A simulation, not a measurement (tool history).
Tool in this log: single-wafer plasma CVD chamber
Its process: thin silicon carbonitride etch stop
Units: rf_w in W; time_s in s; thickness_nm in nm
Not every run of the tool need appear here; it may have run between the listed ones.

run,hour,rf_w,time_s,thickness_nm
1,0.0,240,9.49,5.9495
2,4.8,240,10.23,6.4198
3,7.9,230,9.48,5.8467
4,8.5,220,9.48,5.7310
5,9.7,200,9.48,5.5454
6,12.1,235,9.48,5.8950

What will run 7 give?
7,17.3,225,9.03,?

thickness_nm: 5.4918 nm
